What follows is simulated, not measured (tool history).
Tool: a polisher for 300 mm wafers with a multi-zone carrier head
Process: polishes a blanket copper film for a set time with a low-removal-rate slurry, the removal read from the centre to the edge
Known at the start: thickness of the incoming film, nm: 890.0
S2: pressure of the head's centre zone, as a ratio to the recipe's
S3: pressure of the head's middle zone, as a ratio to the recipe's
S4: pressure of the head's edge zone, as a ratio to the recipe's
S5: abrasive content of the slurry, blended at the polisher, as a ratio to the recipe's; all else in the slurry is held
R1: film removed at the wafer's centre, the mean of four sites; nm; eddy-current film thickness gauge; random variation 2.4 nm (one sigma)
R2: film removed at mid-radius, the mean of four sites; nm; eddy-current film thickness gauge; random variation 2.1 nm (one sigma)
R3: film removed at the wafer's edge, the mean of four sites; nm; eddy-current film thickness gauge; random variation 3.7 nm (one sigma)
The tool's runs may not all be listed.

run 1 hour=0 | flow_of_slurry_(ml/min)=200 S2=1 S3=1 S4=1 S5=1 polishing_time_(s)=70 | R1=189.85 R2=203.27 R3=205.78
run 2 hour=0.7 | flow_of_slurry_(ml/min)=205 S2=1.02 S3=1.01 S4=1.01 S5=1.05 polishing_time_(s)=70 | R1=193.51 R2=205.59 R3=206.85
run 3 hour=4 | flow_of_slurry_(ml/min)=210 S2=1.04 S3=1.02 S4=1.01 S5=1.1 polishing_time_(s)=71 | R1=202.57 R2=212.03 R3=209.77
run 4 hour=8.5 | flow_of_slurry_(ml/min)=210 S2=1.04 S3=1.02 S4=1.01 S5=1.3 polishing_time_(s)=71 | R1=210.28 R2=221.84 R3=218.85
run 5 hour=13.9 | flow_of_slurry_(ml/min)=215 S2=1.05 S3=1.03 S4=1.02 S5=1.3 polishing_time_(s)=72 | R1=210.84 R2=224.6 R3=228.71
-- hour=21.5 centre zone pressure recalibrated
run 6 hour=21.5 | flow_of_slurry_(ml/min)=220 S2=1.07 S3=1.03 S4=1.01 S5=1.3 polishing_time_(s)=73 | R1=242.62 R2=227.84 R3=226.39
run 7 hour=22.3 | flow_of_slurry_(ml/min)=220 S2=1.07 S3=1.03 S4=1.01 S5=1.3 polishing_time_(s)=73 | R1=238.1 R2=227.55 R3=227.57
run 8 hour=30.9 | flow_of_slurry_(ml/min)=225 S2=1.07 S3=1.04 S4=1.01 S5=1.3 polishing_time_(s)=73 | R1=238.42 R2=232.17 R3=229.06
run 9 hour=39.2 | flow_of_slurry_(ml/min)=235 S2=1.07 S3=1.05 S4=1.01 S5=1.3 polishing_time_(s)=73 | R1=240.76 R2=237.59 R3=230.38

Run 10 comes next. What will it give?
run 10 hour=45.5 | flow_of_slurry_(ml/min)=240 S2=1.07 S3=1.05 S4=1.01 S5=1.3 polishing_time_(s)=73 | R1=? R2=? R3=?

R1: 242.38 nm
R2: 238.91 nm
R3: 224.3 nm
